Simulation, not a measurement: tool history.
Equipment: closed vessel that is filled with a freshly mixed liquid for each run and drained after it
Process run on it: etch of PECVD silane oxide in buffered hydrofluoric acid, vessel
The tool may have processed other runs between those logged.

run,hour,temperature setpoint of the liquid (°C),parts of 40 % ammonium fluoride to one part of 49 % hydrofluoric acid (parts by volume),time in the liquid (s),thickness taken off the PECVD silane oxide on a monitor wafer (angstrom)
1,0.0,20.0,19.0,100,682.96
2,4.0,20.0,19.0,105,726.49
3,9.1,20.0,21.5,105,660.89
4,16.3,20.0,21.5,100,629.05
5,19.6,22.0,21.0,100,714.73
6,27.1,23.5,21.0,100,780.75

What will run 7 give?
# hour 34.1: hydrofluoric acid flow meter replaced
7,34.1,24.5,20.5,100,?

thickness taken off the PECVD silane oxide on a monitor wafer (angstrom): 904.62
